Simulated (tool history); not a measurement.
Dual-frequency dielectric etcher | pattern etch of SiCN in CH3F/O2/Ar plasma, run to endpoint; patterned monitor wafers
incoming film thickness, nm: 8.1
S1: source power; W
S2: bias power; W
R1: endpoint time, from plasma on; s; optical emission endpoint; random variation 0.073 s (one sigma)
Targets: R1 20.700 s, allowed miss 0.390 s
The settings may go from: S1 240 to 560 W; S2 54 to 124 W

run	hour	S1	S2	R1
1	0.0	400	89	19.166
2	7.1	400	102	18.285
3	15.2	390	101	18.631
4	23.4	390	114	17.838
5	31.6	390	104	18.316
6	39.4	370	103	18.697
7	46.2	370	103	18.823
8	51.5	360	103	18.930
9	56.4	350	102	19.140
10	57.3	350	102	19.236

Which of these 4 next moves meets every target?
A	58.2	290	87	?
B	58.2	330	102	?
C	58.2	290	97	?
D	58.2	440	108	?

move	R1
A	21.425
B	19.501
C	20.703
D	17.344
A: takes the result that was furthest off past its target
B: nearer than the last run, and not there yet
C: meets every target
D: further off than the last run
Answer: C

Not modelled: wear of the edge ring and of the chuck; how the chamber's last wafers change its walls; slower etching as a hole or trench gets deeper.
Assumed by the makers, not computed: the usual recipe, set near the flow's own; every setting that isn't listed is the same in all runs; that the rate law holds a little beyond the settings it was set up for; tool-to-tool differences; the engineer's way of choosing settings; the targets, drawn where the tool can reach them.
